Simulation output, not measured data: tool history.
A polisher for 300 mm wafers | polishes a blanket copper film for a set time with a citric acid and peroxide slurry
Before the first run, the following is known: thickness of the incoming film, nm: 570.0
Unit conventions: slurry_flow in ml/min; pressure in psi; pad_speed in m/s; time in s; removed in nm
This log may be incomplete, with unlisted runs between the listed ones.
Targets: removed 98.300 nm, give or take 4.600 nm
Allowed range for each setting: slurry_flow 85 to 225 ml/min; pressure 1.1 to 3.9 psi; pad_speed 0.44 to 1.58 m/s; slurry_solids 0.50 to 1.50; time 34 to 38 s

run  hour  slurry_flow  pressure  pad_speed  slurry_solids  time  removed
  1   0.0          145       2.5       1.00           1.00    38   71.455
  2   5.7          145       2.6       1.00           1.00    38   71.769
  3  14.3          115       2.6       1.00           1.00    38   70.356
  4  20.6          115       2.2       1.00           1.00    38   59.215
  5  23.9          115       2.2       1.00           0.90    38   57.698
  6  30.7          115       2.3       1.00           0.90    38   60.125
  7  35.0          115       2.4       1.00           0.90    38   62.052
  8  40.0          120       2.5       1.00           0.90    38   64.690
  9  42.2          120       2.6       1.00           0.90    38   68.073
 10  43.4          130       3.3       1.02           0.90    38   86.029

Of the 4 settings listed for the next run, only one would bring every result within its allowed miss of target. Which one?
  A  44.6          180       3.4       0.94           0.95    38        ?
  B  44.6          130       3.5       1.04           1.00    38        ?
  C  44.6          170       2.6       1.48           0.90    38        ?
  D  44.6           85       3.7       1.24           1.10    38        ?

move  removed
   A   89.888
   B   97.293
   C  107.140
   D  110.670
A: better than the last run, though not everything is in spec
B: in spec on every target
C: moves the result that the last run missed by most past its target, out the other side
D: moves the result that the last run missed by most past its target, out the other side
Correct choice: B, which meets every target
